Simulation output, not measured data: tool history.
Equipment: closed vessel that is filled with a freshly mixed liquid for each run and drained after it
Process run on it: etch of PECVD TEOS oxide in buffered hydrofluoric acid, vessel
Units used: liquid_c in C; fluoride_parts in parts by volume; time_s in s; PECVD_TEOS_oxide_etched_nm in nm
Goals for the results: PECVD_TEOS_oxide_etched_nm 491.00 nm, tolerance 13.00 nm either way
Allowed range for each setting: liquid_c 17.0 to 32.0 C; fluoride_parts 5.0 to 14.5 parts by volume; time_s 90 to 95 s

run,hour,liquid_c,fluoride_parts,time_s,PECVD_TEOS_oxide_etched_nm
1,0.0,25.0,9.0,90,298.55
2,1.4,25.0,10.5,90,264.60
3,3.0,27.0,10.5,90,301.43
4,4.9,27.0,12.0,90,259.05
5,9.9,28.0,11.0,90,301.09
6,12.2,30.0,11.0,90,332.60
7,15.8,30.5,10.0,90,381.07
8,18.4,31.0,9.5,90,395.65
9,25.2,31.0,9.0,90,414.94
10,29.9,31.0,9.0,90,410.94
11,37.3,32.0,7.5,90,527.59
12,45.1,31.5,7.5,90,514.74

Next run, 4 choices. One meets every target within its allowed miss, the rest don't. Which?
A,52.9,32.0,7.5,90,?
B,52.9,30.5,7.5,90,?
C,52.9,32.0,8.0,95,?
D,52.9,32.0,7.5,95,?

move,PECVD_TEOS_oxide_etched_nm
A,531.10
B,491.29
C,522.87
D,560.60
A: the biggest miss grows against the last run
B: every result within its allowed miss
C: the biggest miss grows against the last run
D: the biggest miss grows against the last run
Move B is the one to make.
